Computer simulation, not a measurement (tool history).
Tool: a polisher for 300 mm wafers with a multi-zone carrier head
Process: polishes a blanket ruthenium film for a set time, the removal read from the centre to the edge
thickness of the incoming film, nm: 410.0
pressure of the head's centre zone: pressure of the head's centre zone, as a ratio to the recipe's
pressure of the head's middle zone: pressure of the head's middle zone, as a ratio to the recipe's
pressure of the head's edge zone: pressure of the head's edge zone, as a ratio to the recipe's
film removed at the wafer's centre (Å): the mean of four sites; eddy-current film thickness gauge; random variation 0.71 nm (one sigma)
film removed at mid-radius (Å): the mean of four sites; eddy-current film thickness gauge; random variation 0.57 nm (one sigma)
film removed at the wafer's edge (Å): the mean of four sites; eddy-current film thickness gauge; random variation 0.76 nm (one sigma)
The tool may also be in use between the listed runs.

| run | day | flow of slurry (ml/min) | pressure of the head's centre zone | pressure of the head's middle zone | pressure of the head's edge zone | polishing time (s) | film removed at the wafer's centre (Å) | film removed at mid-radius (Å) | film removed at the wafer's edge (Å) |
|---|---|---|---|---|---|---|---|---|---|
| 1 | 0.000 | 290 | 1.00 | 1.00 | 1.00 | 74 | 593.81 | 605.15 | 610.73 |
| 2 | 0.346 | 305 | 1.04 | 1.04 | 1.03 | 78 | 660.48 | 663.71 | 648.45 |
| 3 | 0.475 | 310 | 1.06 | 1.06 | 1.06 | 82 | 710.65 | 697.26 | 695.26 |
| 4 | 0.688 | 320 | 1.08 | 1.09 | 1.07 | 85 | 751.45 | 751.84 | 731.08 |
| 5 | 0.933 | 320 | 1.08 | 1.14 | 1.07 | 85 | 751.48 | 775.78 | 731.85 |
| 6 | 1.258 | 330 | 1.10 | 1.15 | 1.08 | 87 | 802.49 | 805.12 | 760.78 |
| 7 | 1.471 | 340 | 1.11 | 1.16 | 1.08 | 88 | 810.30 | 827.85 | 760.70 |
| 8 | 1.729 | 345 | 1.13 | 1.17 | 1.10 | 89 | 837.78 | 834.28 | 783.78 |
| 9 | 1.929 | 350 | 1.14 | 1.17 | 1.10 | 90 | 838.62 | 847.64 | 794.40 |
| 10 | 1.954 | 345 | 1.15 | 1.17 | 1.09 | 92 | 878.36 | 876.65 | 804.17 |

Run 11 comes next. What will it give?
| 11 | 2.208 | 345 | 1.16 | 1.17 | 1.10 | 93 | ? | ? | ? |

{"run 11": {"film removed at the wafer's centre (Å)": 886.18, "film removed at mid-radius (Å)": 871.04, "film removed at the wafer's edge (Å)": 806.93}}
